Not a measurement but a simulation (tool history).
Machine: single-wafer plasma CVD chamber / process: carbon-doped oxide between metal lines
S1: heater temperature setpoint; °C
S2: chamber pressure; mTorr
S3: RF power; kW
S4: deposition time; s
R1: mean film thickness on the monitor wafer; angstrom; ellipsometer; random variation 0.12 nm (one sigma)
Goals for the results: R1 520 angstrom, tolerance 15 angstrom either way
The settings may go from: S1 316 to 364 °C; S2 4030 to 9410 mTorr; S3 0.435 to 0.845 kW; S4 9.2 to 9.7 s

run,hour,S1,S2,S3,S4,R1
1,0,340,6720,0.64,9.7,622.9
2,6.2,340,6720,0.64,9.7,619.31
3,13.4,347,6720,0.64,9.7,607.16
4,22.4,347,7570,0.64,9.7,613.81
5,24.4,351,7570,0.64,9.7,610.58
6,26,351,7570,0.64,9.2,576.16
7,31.4,353,7490,0.615,9.2,559.79
8,35.2,354,7420,0.6,9.2,548.56
9,35.7,355,7360,0.59,9.2,540.15

Next run, 5 choices. One meets every target within its allowed miss, the rest don't. Which?
A,36.2,364,6240,0.6,9.2,?
B,36.2,354,7080,0.575,9.4,?
C,36.2,345,7320,0.605,9.2,?
D,36.2,356,8030,0.595,9.5,?
E,36.2,364,7340,0.59,9.7,?

move,R1
A,525.17
B,543.09
C,563.69
D,563.83
E,557.57
A: every result within its allowed miss
B: further off than the last run
C: further off than the last run
D: further off than the last run
E: further off than the last run
Go with A: it meets all targets.
